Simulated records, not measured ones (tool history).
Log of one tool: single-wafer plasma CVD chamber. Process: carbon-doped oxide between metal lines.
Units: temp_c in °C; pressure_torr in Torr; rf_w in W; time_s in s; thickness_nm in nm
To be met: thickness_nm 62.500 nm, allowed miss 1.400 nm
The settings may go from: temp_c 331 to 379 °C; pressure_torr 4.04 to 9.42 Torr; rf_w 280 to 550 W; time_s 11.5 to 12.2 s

| run | hour | temp_c | pressure_torr | rf_w | time_s | thickness_nm |
|---|---|---|---|---|---|---|
| 1 | 0.0 | 355 | 6.73 | 415 | 12.2 | 56.590 |
| 2 | 3.1 | 355 | 6.73 | 415 | 11.5 | 53.038 |
| 3 | 7.2 | 346 | 6.73 | 415 | 11.5 | 55.575 |
| 4 | 10.0 | 350 | 6.73 | 415 | 11.5 | 54.335 |
| 5 | 16.0 | 348 | 6.83 | 430 | 11.5 | 56.639 |
| 6 | 17.5 | 348 | 6.83 | 410 | 11.5 | 54.230 |
| 7 | 20.1 | 346 | 6.87 | 425 | 11.5 | 56.402 |
| 8 | 21.9 | 344 | 6.93 | 435 | 11.5 | 58.125 |
| 9 | 30.1 | 342 | 7.00 | 440 | 11.5 | 59.263 |
| 10 | 36.4 | 341 | 7.07 | 445 | 11.5 | 59.961 |

5 next moves are on the table. One of them brings every result within its allowed miss. Which?
| A | 42.7 | 334 | 7.18 | 430 | 11.5 | ? |
| B | 42.7 | 347 | 6.32 | 435 | 11.5 | ? |
| C | 42.7 | 344 | 7.17 | 420 | 11.5 | ? |
| D | 42.7 | 340 | 6.88 | 425 | 11.6 | ? |
| E | 42.7 | 354 | 8.07 | 475 | 11.8 | ? |

| move | thickness_nm |
|---|---|
| A | 59.616 |
| B | 56.793 |
| C | 56.109 |
| D | 57.927 |
| E | 62.024 |
A: further off than the last run
B: further off than the last run
C: further off than the last run
D: further off than the last run
E: meets every target
The right move is E.
